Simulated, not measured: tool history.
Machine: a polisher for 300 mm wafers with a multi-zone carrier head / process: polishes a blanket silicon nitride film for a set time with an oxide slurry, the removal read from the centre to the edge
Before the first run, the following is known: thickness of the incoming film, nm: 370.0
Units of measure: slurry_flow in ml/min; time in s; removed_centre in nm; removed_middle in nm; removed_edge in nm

| run | hour | slurry_flow | centre_zone | middle_zone | edge_zone | slurry_solids | time | removed_centre | removed_middle | removed_edge |
|---|---|---|---|---|---|---|---|---|---|---|
| 1 | 0.0 | 320 | 1.00 | 1.00 | 1.00 | 1.00 | 60 | 47.648 | 49.402 | 49.191 |
| 2 | 1.8 | 320 | 0.93 | 1.00 | 1.00 | 1.00 | 60 | 44.266 | 49.389 | 47.783 |
| 3 | 2.5 | 320 | 0.93 | 1.00 | 1.00 | 1.15 | 60 | 46.439 | 51.443 | 51.416 |
| 4 | 3.1 | 310 | 0.90 | 0.96 | 1.02 | 1.00 | 56 | 39.953 | 45.864 | 45.967 |
| 5 | 10.9 | 305 | 0.90 | 0.92 | 1.03 | 0.85 | 52 | 35.258 | 37.487 | 39.818 |
| 6 | 18.4 | 370 | 0.90 | 0.92 | 1.03 | 0.85 | 52 | 35.854 | 38.452 | 39.981 |
| 7 | 22.9 | 365 | 0.88 | 0.91 | 1.03 | 0.75 | 51 | 32.879 | 35.079 | 37.757 |

Estimate the outcome of run 8 from the log above:
| 8 | 24.2 | 365 | 0.86 | 0.91 | 1.01 | 0.70 | 50 | ? | ? | ? |

removed_centre: 29.930 nm
removed_middle: 33.399 nm
removed_edge: 36.029 nm
